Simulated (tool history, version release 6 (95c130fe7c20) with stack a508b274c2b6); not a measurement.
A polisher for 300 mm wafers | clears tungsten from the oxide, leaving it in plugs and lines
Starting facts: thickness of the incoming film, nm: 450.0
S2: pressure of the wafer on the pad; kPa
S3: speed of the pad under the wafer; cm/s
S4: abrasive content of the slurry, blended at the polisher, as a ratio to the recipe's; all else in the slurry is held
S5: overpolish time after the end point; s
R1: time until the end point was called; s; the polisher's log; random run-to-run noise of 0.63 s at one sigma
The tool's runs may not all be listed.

run 1 hour=0 | flow_of_slurry_(ml/min)=200 S2=23.4 S3=122 S4=1 S5=10 | R1=93.049
run 2 hour=1 | flow_of_slurry_(ml/min)=200 S2=23.4 S3=122 S4=1.1 S5=10 | R1=92.002
run 3 hour=6 | flow_of_slurry_(ml/min)=200 S2=23.4 S3=112 S4=1.1 S5=10 | R1=94.789
run 4 hour=12.4 | flow_of_slurry_(ml/min)=200 S2=24.8 S3=112 S4=1.1 S5=10 | R1=94.727
run 5 hour=15.3 | flow_of_slurry_(ml/min)=200 S2=24.8 S3=122 S4=1.1 S5=10 | R1=90.025
run 6 hour=21.4 | flow_of_slurry_(ml/min)=200 S2=24.8 S3=122 S4=0.95 S5=10 | R1=92.674
run 7 hour=26.3 | flow_of_slurry_(ml/min)=200 S2=26.9 S3=124 S4=0.95 S5=10 | R1=85.68

Run 8 comes next. What will it give?
run 8 hour=26.9 | flow_of_slurry_(ml/min)=200 S2=29 S3=126 S4=0.95 S5=10 | R1=?

{"run 8": {"R1": 80.803}}

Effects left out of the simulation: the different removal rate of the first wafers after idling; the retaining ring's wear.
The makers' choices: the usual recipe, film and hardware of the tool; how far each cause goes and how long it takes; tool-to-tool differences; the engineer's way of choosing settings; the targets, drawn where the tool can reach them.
